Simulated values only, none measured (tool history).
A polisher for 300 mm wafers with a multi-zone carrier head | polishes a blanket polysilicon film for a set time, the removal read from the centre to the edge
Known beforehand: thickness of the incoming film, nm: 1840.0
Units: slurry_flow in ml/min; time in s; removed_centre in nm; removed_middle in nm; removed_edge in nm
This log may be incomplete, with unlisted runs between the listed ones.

run  hour  slurry_flow  centre_zone  middle_zone  edge_zone  time  removed_centre  removed_middle  removed_edge
  1   0.0          320         1.00         1.00       1.00    53          384.29          390.15        380.34
  2   3.2          320         1.02         1.01       1.02    55          397.58          406.31        401.61
  3   9.4          320         1.02         0.96       1.02    55          405.15          386.82        401.61
  4  13.2          325         1.04         0.97       1.03    56          414.80          405.07        413.58
  5  21.2          325         1.04         0.97       0.95    56          409.58          402.52        390.19
  6  22.6          330         1.06         0.98       0.97    57          431.13          414.59        402.09
  7  28.9          330         1.06         0.98       0.97    57          440.07          411.02        404.96
  8  34.4          335         1.07         1.00       1.00    58          446.26          426.46        424.66

Run 9, settings as shown, results not yet in. Your forecast:
  9  37.6          340         1.09         1.02       1.02    58               ?               ?             ?

removed_centre: 456.06 nm
removed_middle: 433.54 nm
removed_edge: 424.68 nm
